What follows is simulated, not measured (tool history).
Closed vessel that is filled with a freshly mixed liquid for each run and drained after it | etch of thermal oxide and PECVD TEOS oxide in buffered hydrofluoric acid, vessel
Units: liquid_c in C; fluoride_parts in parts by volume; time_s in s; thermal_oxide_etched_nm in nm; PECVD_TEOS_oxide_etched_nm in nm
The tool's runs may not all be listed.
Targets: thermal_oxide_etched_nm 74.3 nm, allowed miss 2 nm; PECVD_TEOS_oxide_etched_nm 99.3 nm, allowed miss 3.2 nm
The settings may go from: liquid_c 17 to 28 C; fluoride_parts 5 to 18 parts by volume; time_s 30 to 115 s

run	hour	liquid_c	fluoride_parts	time_s	thermal_oxide_etched_nm	PECVD_TEOS_oxide_etched_nm
1	0	20	11	60	48.609	64.847
2	3.8	21.5	11	60	53.235	70.239
3	8.2	22.5	11	60	55.399	74.834
4	12.2	23.5	11	60	58.981	78.744
5	16	24.5	11	60	62.537	83.585
6	22.3	25	11	60	63.27	85.206
7	29	25.5	11	60	65.673	87.261
8	32.8	26	11	60	68.461	90.245
9	36.3	26.5	11	60	70.05	92.16
10	44.5	27	11	60	71.51	96.105

Which of these 4 next moves meets every target?
A	52.7	26.5	10	55	?	?
B	52.7	27	15	85	?	?
C	52.7	26.5	11	70	?	?
D	52.7	19.5	10	80	?	?

move	thermal_oxide_etched_nm	PECVD_TEOS_oxide_etched_nm
A	69.413	92.788
B	74.112	99.069
C	80.508	107.62
D	68.75	91.901
A: further off than the last run
B: meets every target
C: takes the result that was furthest off past its target
D: further off than the last run
Move B is the one to make.
